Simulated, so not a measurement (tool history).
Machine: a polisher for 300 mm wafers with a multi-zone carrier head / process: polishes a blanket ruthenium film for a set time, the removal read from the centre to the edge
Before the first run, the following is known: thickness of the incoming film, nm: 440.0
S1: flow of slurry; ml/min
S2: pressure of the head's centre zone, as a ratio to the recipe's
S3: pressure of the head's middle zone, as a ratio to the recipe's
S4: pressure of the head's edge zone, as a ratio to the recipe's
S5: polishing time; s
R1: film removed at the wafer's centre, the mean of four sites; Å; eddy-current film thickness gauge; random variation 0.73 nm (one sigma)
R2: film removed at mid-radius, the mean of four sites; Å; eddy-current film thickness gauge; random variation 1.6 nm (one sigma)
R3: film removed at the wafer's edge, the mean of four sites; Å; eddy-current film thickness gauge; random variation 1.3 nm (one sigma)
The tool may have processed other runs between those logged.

{"run": 1, "hour": 0.0, "S1": 240, "S2": 1, "S3": 1, "S4": 1, "S5": 65, "R1": 876.8, "R2": 887.7, "R3": 849.41}
{"run": 2, "hour": 8.4, "S1": 240, "S2": 1, "S3": 1, "S4": 1, "S5": 72, "R1": 979.87, "R2": 1000.2, "R3": 957.36}
{"run": 3, "hour": 15.5, "S1": 220, "S2": 1, "S3": 1, "S4": 1, "S5": 72, "R1": 964.28, "R2": 972.36, "R3": 957.37}
{"run": 4, "hour": 16.1, "S1": 245, "S2": 1.01, "S3": 1.02, "S4": 0.99, "S5": 72, "R1": 980.49, "R2": 1004.2, "R3": 947.85}
{"run": 5, "hour": 24.3, "S1": 290, "S2": 1.01, "S3": 1.02, "S4": 0.99, "S5": 72, "R1": 1014.8, "R2": 1026.2, "R3": 992.04}
{"run": 6, "hour": 33.0, "S1": 295, "S2": 1.02, "S3": 1.05, "S4": 0.97, "S5": 72, "R1": 1018.3, "R2": 1063.2, "R3": 940.86}

Run 7, settings as shown, results not yet in. Your forecast:
{"run": 7, "hour": 36.9, "S1": 305, "S2": 1.02, "S3": 1.06, "S4": 0.97, "S5": 72, "R1": "?", "R2": "?", "R3": "?"}

Run 7 measured R1 1019.3 Å, R2 1081.3 Å, R3 959.86 Å.
